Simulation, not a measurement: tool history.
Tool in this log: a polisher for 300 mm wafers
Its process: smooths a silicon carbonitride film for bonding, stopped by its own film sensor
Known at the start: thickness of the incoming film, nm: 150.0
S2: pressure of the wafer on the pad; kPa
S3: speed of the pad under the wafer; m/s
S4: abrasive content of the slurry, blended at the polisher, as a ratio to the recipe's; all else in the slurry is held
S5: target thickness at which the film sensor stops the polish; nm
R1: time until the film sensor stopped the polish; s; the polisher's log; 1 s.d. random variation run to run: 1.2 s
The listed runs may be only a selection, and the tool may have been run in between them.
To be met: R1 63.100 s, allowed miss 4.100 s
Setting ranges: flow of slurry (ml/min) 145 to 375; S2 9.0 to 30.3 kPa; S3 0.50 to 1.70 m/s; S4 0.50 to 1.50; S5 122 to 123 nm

{"run": 1, "hour": 0.0, "flow of slurry (ml/min)": 240, "S2": 19.3, "S3": 1.1, "S4": 1.0, "S5": 123, "R1": 88.545}
{"run": 2, "hour": 5.7, "flow of slurry (ml/min)": 290, "S2": 19.3, "S3": 1.1, "S4": 1.0, "S5": 123, "R1": 89.919}
{"run": 3, "hour": 9.3, "flow of slurry (ml/min)": 290, "S2": 20.7, "S3": 1.12, "S4": 1.0, "S5": 123, "R1": 82.713}
{"run": 4, "hour": 13.0, "flow of slurry (ml/min)": 290, "S2": 20.7, "S3": 1.12, "S4": 1.0, "S5": 122, "R1": 87.934}
{"run": 5, "hour": 16.7, "flow of slurry (ml/min)": 345, "S2": 20.7, "S3": 1.12, "S4": 1.0, "S5": 122, "R1": 82.317}
{"run": 6, "hour": 20.9, "flow of slurry (ml/min)": 345, "S2": 20.7, "S3": 1.12, "S4": 0.8, "S5": 122, "R1": 87.236}
{"run": 7, "hour": 27.0, "flow of slurry (ml/min)": 345, "S2": 21.4, "S3": 1.14, "S4": 0.8, "S5": 122, "R1": 82.86}
{"run": 8, "hour": 32.1, "flow of slurry (ml/min)": 345, "S2": 22.1, "S3": 1.14, "S4": 0.8, "S5": 122, "R1": 84.639}
{"run": 9, "hour": 34.8, "flow of slurry (ml/min)": 345, "S2": 23.4, "S3": 1.16, "S4": 0.8, "S5": 122, "R1": 76.297}
{"run": 10, "hour": 39.9, "flow of slurry (ml/min)": 345, "S2": 24.1, "S3": 1.16, "S4": 0.8, "S5": 122, "R1": 78.432}
{"run": 11, "hour": 41.4, "flow of slurry (ml/min)": 345, "S2": 24.8, "S3": 1.18, "S4": 0.8, "S5": 122, "R1": 72.663}
{"run": 12, "hour": 48.3, "flow of slurry (ml/min)": 345, "S2": 25.5, "S3": 1.18, "S4": 0.8, "S5": 122, "R1": 68.812}

Which one of the following 4 next-run settings gets every result inside its allowed miss? There is exactly one.
{"run": "A", "hour": 55.2, "flow of slurry (ml/min)": 330, "S2": 22.8, "S3": 1.24, "S4": 0.7, "S5": 122, "R1": "?"}
{"run": "B", "hour": 55.2, "flow of slurry (ml/min)": 360, "S2": 23.4, "S3": 1.2, "S4": 0.75, "S5": 123, "R1": "?"}
{"run": "C", "hour": 55.2, "flow of slurry (ml/min)": 360, "S2": 30.3, "S3": 0.98, "S4": 0.8, "S5": 123, "R1": "?"}
{"run": "D", "hour": 55.2, "flow of slurry (ml/min)": 325, "S2": 25.5, "S3": 1.1, "S4": 0.85, "S5": 122, "R1": "?"}

move=A R1=80.480
move=B R1=74.854
move=C R1=65.222
move=D R1=73.251
A: further off than the last run
B: further off than the last run
C: meets every target
D: further off than the last run
The right move is C.
